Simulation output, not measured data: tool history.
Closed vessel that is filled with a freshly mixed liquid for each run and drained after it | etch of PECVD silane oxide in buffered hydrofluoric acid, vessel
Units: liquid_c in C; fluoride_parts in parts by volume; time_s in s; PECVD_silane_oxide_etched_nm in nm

Run 1, hour 0: liquid_c 24 C, fluoride_parts 20 parts by volume, time_s 30 s. Result: PECVD_silane_oxide_etched_nm 48.294 nm.
Run 2, hour 2.3: liquid_c 24 C, fluoride_parts 20 parts by volume, time_s 30 s. Result: PECVD_silane_oxide_etched_nm 47.402 nm.
Run 3, hour 10.2: liquid_c 22.5 C, fluoride_parts 20 parts by volume, time_s 30 s. Result: PECVD_silane_oxide_etched_nm 44.722 nm.
Run 4, hour 12.8: liquid_c 21 C, fluoride_parts 20 parts by volume, time_s 30 s. Result: PECVD_silane_oxide_etched_nm 40.202 nm.
Run 5, hour 15.2: liquid_c 21 C, fluoride_parts 20 parts by volume, time_s 30 s. Result: PECVD_silane_oxide_etched_nm 40.386 nm.
Run 6, hour 16.2: liquid_c 20 C, fluoride_parts 20 parts by volume, time_s 30 s. Result: PECVD_silane_oxide_etched_nm 38.549 nm.

Predict the results of run 7:
Run 7, hour 18.3: liquid_c 20 C, fluoride_parts 20 parts by volume, time_s 30 s. Result: PECVD_silane_oxide_etched_nm ?.

Run 7 came out at PECVD_silane_oxide_etched_nm 38.478 nm.
